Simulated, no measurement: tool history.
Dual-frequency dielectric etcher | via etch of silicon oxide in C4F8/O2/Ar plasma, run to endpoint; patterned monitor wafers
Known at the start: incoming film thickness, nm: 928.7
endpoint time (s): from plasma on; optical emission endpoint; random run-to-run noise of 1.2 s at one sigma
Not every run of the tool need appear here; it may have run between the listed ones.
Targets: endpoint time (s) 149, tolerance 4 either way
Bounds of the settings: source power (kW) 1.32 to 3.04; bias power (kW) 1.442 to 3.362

run,hour,source power (kW),bias power (kW),endpoint time (s)
1,0,2.18,2.402,173.21
2,2,1.96,2.402,179.96
3,5.2,1.6,2.402,193.75
4,7.7,1.79,2.476,185.02
5,11,1.79,2.135,193.34
6,16.5,1.98,2.217,181.56
7,19.3,2.13,2.27,174.04
8,24,2.13,2.27,174.65
9,28.1,2.13,2.27,175.74
10,33.9,2.25,2.314,170.85
11,36,2.35,2.353,168.64
12,43,2.46,2.399,166.39
# hour 44.6: bias power generator calibrated
13,44.6,2.56,2.462,160.78
14,49.2,2.62,2.49,157.57
15,57.5,2.66,2.509,157.18
16,63.8,2.7,2.529,154.59

Which single option among these 4 for the next run brings every result within its allowed miss of target? Just one does.
A,70.1,2.48,2.084,?
B,70.1,2.81,2.755,?
C,70.1,2.53,2.571,?
D,70.1,2.38,2.395,?

move,endpoint time (s)
A,166.32
B,147.36
C,156.32
D,163.08
A: the biggest miss grows against the last run
B: all results land within tolerance of their targets
C: the biggest miss grows against the last run
D: the biggest miss grows against the last run
Correct choice: B, which meets every target
